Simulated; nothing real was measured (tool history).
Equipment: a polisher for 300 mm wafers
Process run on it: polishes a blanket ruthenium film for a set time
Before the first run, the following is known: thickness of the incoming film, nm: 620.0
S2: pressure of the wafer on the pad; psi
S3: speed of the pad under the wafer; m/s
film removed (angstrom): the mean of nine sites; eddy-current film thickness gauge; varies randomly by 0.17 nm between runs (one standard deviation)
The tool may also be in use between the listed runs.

Run 1, hour 0: flow of slurry (ml/min) 195, S2 1.7 psi, S3 1.02 m/s, polishing time (s) 59. Result: film removed (angstrom) 485.66.
Run 2, hour 4.2: flow of slurry (ml/min) 185, S2 1.5 psi, S3 1.02 m/s, polishing time (s) 59. Result: film removed (angstrom) 434.7.
Run 3, hour 12.6: flow of slurry (ml/min) 145, S2 1.5 psi, S3 1.02 m/s, polishing time (s) 59. Result: film removed (angstrom) 419.03.
Run 4, hour 18: flow of slurry (ml/min) 140, S2 1.4 psi, S3 1.02 m/s, polishing time (s) 59. Result: film removed (angstrom) 389.88.
Run 5, hour 21: flow of slurry (ml/min) 140, S2 1.4 psi, S3 0.9 m/s, polishing time (s) 59. Result: film removed (angstrom) 351.5.
Run 6, hour 23.5: flow of slurry (ml/min) 140, S2 1.4 psi, S3 0.9 m/s, polishing time (s) 59. Result: film removed (angstrom) 354.87.

Run 7, settings as shown, results not yet in. Your forecast:
Run 7, hour 27.4: flow of slurry (ml/min) 135, S2 1.3 psi, S3 0.9 m/s, polishing time (s) 59. Result: film removed (angstrom) ?.

{"run 7": {"film removed (angstrom)": 329.78}}
